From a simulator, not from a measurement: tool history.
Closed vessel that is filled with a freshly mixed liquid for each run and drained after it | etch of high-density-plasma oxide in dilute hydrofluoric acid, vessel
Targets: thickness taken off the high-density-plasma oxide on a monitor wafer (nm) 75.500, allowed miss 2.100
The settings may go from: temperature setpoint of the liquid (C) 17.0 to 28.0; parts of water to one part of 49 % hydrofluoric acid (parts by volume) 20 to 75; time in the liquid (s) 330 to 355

run	hour	temperature setpoint of the liquid (C)	parts of water to one part of 49 % hydrofluoric acid (parts by volume)	time in the liquid (s)	thickness taken off the high-density-plasma oxide on a monitor wafer (nm)
1	0.0	20.0	45	330	39.325
2	8.8	17.0	45	330	34.682
3	17.1	17.0	55	330	28.197
4	20.8	20.5	45	330	39.716
5	24.7	20.5	45	330	40.444
6	26.6	23.0	40	330	50.524
7	31.0	24.5	35	330	62.143
8	33.1	25.5	35	330	63.935
9	35.9	28.0	30	330	83.968

4 next moves are on the table. One of them brings every result within its allowed miss. Which?
A	38.7	26.5	30	330	?
B	38.7	28.0	30	355	?
C	38.7	26.5	25	340	?
D	38.7	28.0	35	345	?

move	thickness taken off the high-density-plasma oxide on a monitor wafer (nm)
A	80.530
B	92.046
C	100.310
D	76.082
A: nearer than the last run, and not there yet
B: further off than the last run
C: further off than the last run
D: meets every target
The right move is D.
